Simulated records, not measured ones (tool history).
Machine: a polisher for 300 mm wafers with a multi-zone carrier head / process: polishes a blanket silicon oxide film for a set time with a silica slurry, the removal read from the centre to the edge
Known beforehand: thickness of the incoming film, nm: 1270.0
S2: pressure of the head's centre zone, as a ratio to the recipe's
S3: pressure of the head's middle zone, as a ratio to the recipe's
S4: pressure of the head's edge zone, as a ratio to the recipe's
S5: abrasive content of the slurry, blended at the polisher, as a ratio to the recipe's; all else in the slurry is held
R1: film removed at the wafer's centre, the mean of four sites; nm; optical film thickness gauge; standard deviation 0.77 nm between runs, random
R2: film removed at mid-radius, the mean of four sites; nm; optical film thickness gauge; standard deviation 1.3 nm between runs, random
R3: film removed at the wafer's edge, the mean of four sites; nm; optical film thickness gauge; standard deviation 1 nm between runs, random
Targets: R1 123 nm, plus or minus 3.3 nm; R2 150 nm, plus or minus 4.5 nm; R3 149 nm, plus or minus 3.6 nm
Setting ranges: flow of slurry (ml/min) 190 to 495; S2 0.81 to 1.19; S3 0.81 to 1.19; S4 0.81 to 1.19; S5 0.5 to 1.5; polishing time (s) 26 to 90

{"run": 1, "hour": 0.0, "flow of slurry (ml/min)": 320, "S2": 1, "S3": 1, "S4": 1, "S5": 1, "polishing time (s)": 58, "R1": 136.4, "R2": 142.35, "R3": 137.48}
{"run": 2, "hour": 8.9, "flow of slurry (ml/min)": 320, "S2": 1, "S3": 1, "S4": 1, "S5": 1, "polishing time (s)": 49, "R1": 115.06, "R2": 119.56, "R3": 116.19}
{"run": 3, "hour": 10.6, "flow of slurry (ml/min)": 320, "S2": 1, "S3": 1, "S4": 1, "S5": 0.85, "polishing time (s)": 49, "R1": 108.26, "R2": 113.01, "R3": 109.26}
{"run": 4, "hour": 17.9, "flow of slurry (ml/min)": 320, "S2": 1, "S3": 1, "S4": 1, "S5": 0.7, "polishing time (s)": 49, "R1": 101.22, "R2": 104.96, "R3": 101.8}
{"hour": 26.3, "done": "worn pad replaced by a new one"}
{"run": 5, "hour": 26.3, "flow of slurry (ml/min)": 320, "S2": 1, "S3": 1, "S4": 1, "S5": 0.85, "polishing time (s)": 49, "R1": 123.99, "R2": 127.37, "R3": 125.55}
{"run": 6, "hour": 31.0, "flow of slurry (ml/min)": 330, "S2": 0.98, "S3": 1.03, "S4": 1.05, "S5": 0.9, "polishing time (s)": 49, "R1": 124.24, "R2": 133.95, "R3": 130}
{"run": 7, "hour": 37.3, "flow of slurry (ml/min)": 355, "S2": 0.94, "S3": 1.03, "S4": 1.06, "S5": 0.9, "polishing time (s)": 49, "R1": 120.46, "R2": 135.44, "R3": 132.73}
{"run": 8, "hour": 41.1, "flow of slurry (ml/min)": 380, "S2": 0.92, "S3": 1.03, "S4": 1.07, "S5": 0.9, "polishing time (s)": 49, "R1": 119.34, "R2": 136.24, "R3": 134.81}
{"run": 9, "hour": 47.1, "flow of slurry (ml/min)": 390, "S2": 0.91, "S3": 1.04, "S4": 1.09, "S5": 0.9, "polishing time (s)": 49, "R1": 118.51, "R2": 136.91, "R3": 135.07}
{"run": 10, "hour": 47.7, "flow of slurry (ml/min)": 390, "S2": 0.91, "S3": 1.04, "S4": 1.09, "S5": 0.9, "polishing time (s)": 49, "R1": 117.26, "R2": 137.3, "R3": 136.11}
{"run": 11, "hour": 56.5, "flow of slurry (ml/min)": 390, "S2": 0.91, "S3": 1.05, "S4": 1.11, "S5": 0.9, "polishing time (s)": 49, "R1": 117.09, "R2": 136.63, "R3": 136.89}
{"run": 12, "hour": 60.5, "flow of slurry (ml/min)": 395, "S2": 0.91, "S3": 1.07, "S4": 1.13, "S5": 0.9, "polishing time (s)": 49, "R1": 117.85, "R2": 139.1, "R3": 135.26}
{"run": 13, "hour": 61.3, "flow of slurry (ml/min)": 390, "S2": 0.86, "S3": 1.05, "S4": 1.15, "S5": 1.1, "polishing time (s)": 49, "R1": 118.07, "R2": 147.92, "R3": 148.65}

Pick the move, out of 5, that brings all results within their allowed miss; only one does.
{"run": "A", "hour": 62.1, "flow of slurry (ml/min)": 280, "S2": 0.83, "S3": 0.95, "S4": 0.91, "S5": 1.3, "polishing time (s)": 49, "R1": "?", "R2": "?", "R3": "?"}
{"run": "B", "hour": 62.1, "flow of slurry (ml/min)": 385, "S2": 0.82, "S3": 0.98, "S4": 1.14, "S5": 1.15, "polishing time (s)": 49, "R1": "?", "R2": "?", "R3": "?"}
{"run": "C", "hour": 62.1, "flow of slurry (ml/min)": 485, "S2": 0.88, "S3": 1.04, "S4": 1.13, "S5": 1.05, "polishing time (s)": 50, "R1": "?", "R2": "?", "R3": "?"}
{"run": "D", "hour": 62.1, "flow of slurry (ml/min)": 360, "S2": 0.97, "S3": 1.07, "S4": 1.14, "S5": 1, "polishing time (s)": 51, "R1": "?", "R2": "?", "R3": "?"}
{"run": "E", "hour": 62.1, "flow of slurry (ml/min)": 265, "S2": 0.83, "S3": 1.09, "S4": 1.18, "S5": 1, "polishing time (s)": 51, "R1": "?", "R2": "?", "R3": "?"}

move=A R1=118.69 R2=146.16 R3=138.42
move=B R1=115.56 R2=146.87 R3=149.65
move=C R1=124.56 R2=153.63 R3=148.7
move=D R1=134.7 R2=153.99 R3=147.25
move=E R1=111.85 R2=152.21 R3=146.75
A: misses by more than the last run did
B: misses by more than the last run did
C: every result lands within tolerance
D: the result that was furthest off in the last run now lies on the other side of its target
E: misses by more than the last run did
Answer: C
